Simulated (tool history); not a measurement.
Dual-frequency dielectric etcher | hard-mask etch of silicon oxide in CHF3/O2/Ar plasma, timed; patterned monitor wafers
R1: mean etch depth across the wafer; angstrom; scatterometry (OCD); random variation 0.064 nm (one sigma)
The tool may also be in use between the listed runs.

Run 1, hour 0.0: source power (W) 680, bias power (W) 181, etch time (s) 14. Result: R1 285.91 angstrom.
Run 2, hour 6.3: source power (W) 650, bias power (W) 179, etch time (s) 14. Result: R1 275.67 angstrom.
Run 3, hour 9.8: source power (W) 630, bias power (W) 179, etch time (s) 14. Result: R1 271.14 angstrom.
Run 4, hour 15.9: source power (W) 610, bias power (W) 179, etch time (s) 14. Result: R1 265.46 angstrom.
Run 5, hour 23.5: source power (W) 610, bias power (W) 200, etch time (s) 14. Result: R1 274.16 angstrom.
Run 6, hour 28.8: source power (W) 670, bias power (W) 200, etch time (s) 14. Result: R1 289.16 angstrom.
Run 7, hour 30.3: source power (W) 640, bias power (W) 200, etch time (s) 14. Result: R1 281.40 angstrom.
Run 8, hour 37.4: source power (W) 620, bias power (W) 200, etch time (s) 14. Result: R1 276.05 angstrom.
Run 9, hour 44.0: source power (W) 600, bias power (W) 200, etch time (s) 14. Result: R1 271.05 angstrom.
Run 10, hour 46.5: source power (W) 580, bias power (W) 200, etch time (s) 14. Result: R1 263.28 angstrom.
Run 11, hour 48.7: source power (W) 570, bias power (W) 200, etch time (s) 14. Result: R1 261.46 angstrom.
At hour 52.1: bias power generator calibrated.
Run 12, hour 52.1: source power (W) 560, bias power (W) 200, etch time (s) 14. Result: R1 259.08 angstrom.
Run 13, hour 55.6: source power (W) 550, bias power (W) 200, etch time (s) 14. Result: R1 257.69 angstrom.

Run 14 comes next. What will it give?
Run 14, hour 60.9: source power (W) 540, bias power (W) 200, etch time (s) 14. Result: R1 ?.

Run 14 gave R1 252.70 angstrom.
